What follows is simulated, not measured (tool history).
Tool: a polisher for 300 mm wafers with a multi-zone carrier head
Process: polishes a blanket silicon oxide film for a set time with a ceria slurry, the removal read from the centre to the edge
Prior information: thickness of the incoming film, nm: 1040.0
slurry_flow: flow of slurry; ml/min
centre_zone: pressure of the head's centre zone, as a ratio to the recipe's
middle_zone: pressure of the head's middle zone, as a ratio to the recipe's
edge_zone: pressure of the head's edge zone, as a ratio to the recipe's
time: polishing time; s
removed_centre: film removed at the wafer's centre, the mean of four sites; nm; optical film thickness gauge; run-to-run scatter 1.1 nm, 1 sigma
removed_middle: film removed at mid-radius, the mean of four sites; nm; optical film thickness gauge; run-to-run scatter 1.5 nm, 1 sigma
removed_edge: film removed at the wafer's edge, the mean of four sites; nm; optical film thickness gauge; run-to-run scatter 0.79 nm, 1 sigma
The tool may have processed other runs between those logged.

run	day	slurry_flow	centre_zone	middle_zone	edge_zone	time	removed_centre	removed_middle	removed_edge
1	0.000	220	1.00	1.00	1.00	37	151.57	151.44	154.93
2	0.267	215	0.97	0.98	0.97	35	138.48	142.90	147.53
3	0.475	210	0.97	0.98	0.96	33	130.67	130.64	135.77
4	0.829	250	0.97	0.98	0.96	33	130.15	133.25	138.94
5	0.996	245	0.96	0.98	0.93	32	125.06	131.43	130.23
6	1.367	245	0.96	1.04	0.93	32	124.80	135.15	129.89

Run 7, settings as shown, results not yet in. Your forecast:
7	1.688	240	0.94	1.01	0.91	31	?	?	?

Run 7 yielded removed_centre 119.42 nm, removed_middle 126.86 nm, removed_edge 125.29 nm.
